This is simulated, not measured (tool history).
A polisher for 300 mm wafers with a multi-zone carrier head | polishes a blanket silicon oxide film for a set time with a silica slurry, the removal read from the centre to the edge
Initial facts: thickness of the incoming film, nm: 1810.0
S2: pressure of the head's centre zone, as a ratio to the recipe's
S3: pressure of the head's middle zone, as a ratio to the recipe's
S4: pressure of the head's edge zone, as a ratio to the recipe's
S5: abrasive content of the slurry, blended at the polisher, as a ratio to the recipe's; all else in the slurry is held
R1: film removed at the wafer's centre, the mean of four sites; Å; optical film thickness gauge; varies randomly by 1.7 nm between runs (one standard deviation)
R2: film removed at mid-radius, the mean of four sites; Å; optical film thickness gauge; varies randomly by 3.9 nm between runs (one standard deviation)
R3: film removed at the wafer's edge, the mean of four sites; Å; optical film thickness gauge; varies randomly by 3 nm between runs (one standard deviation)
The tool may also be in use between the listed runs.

Run 1, day 0: flow of slurry (ml/min) 310, S2 1, S3 1, S4 1, S5 1, polishing time (s) 88. Result: R1 4522.6 Å, R2 4706.9 Å, R3 4864.2 Å.
Run 2, day 0.096: flow of slurry (ml/min) 310, S2 0.95, S3 1, S4 1, S5 1, polishing time (s) 88. Result: R1 4288 Å, R2 4581.6 Å, R3 4800.3 Å.
Run 3, day 0.171: flow of slurry (ml/min) 310, S2 0.95, S3 0.97, S4 1, S5 1, polishing time (s) 88. Result: R1 4301.6 Å, R2 4340 Å, R3 4792.9 Å.
Run 4, day 0.442: flow of slurry (ml/min) 310, S2 1.02, S3 0.97, S4 1, S5 1, polishing time (s) 88. Result: R1 4614.7 Å, R2 4387.2 Å, R3 4887.5 Å.
Run 5, day 0.604: flow of slurry (ml/min) 315, S2 0.98, S3 0.98, S4 0.94, S5 0.85, polishing time (s) 82. Result: R1 3857.8 Å, R2 3856.7 Å, R3 3990 Å.
Run 6, day 0.933: flow of slurry (ml/min) 315, S2 0.98, S3 0.98, S4 0.98, S5 0.85, polishing time (s) 82. Result: R1 3838.9 Å, R2 3948.9 Å, R3 4144 Å.

Run 7, settings as shown, results not yet in. Your forecast:
Run 7, day 1.233: flow of slurry (ml/min) 310, S2 0.93, S3 0.98, S4 0.92, S5 0.75, polishing time (s) 81. Result: R1 ?, R2 ?, R3 ?.

R1: 3418 Å
R2: 3668.5 Å
R3: 3718.6 Å

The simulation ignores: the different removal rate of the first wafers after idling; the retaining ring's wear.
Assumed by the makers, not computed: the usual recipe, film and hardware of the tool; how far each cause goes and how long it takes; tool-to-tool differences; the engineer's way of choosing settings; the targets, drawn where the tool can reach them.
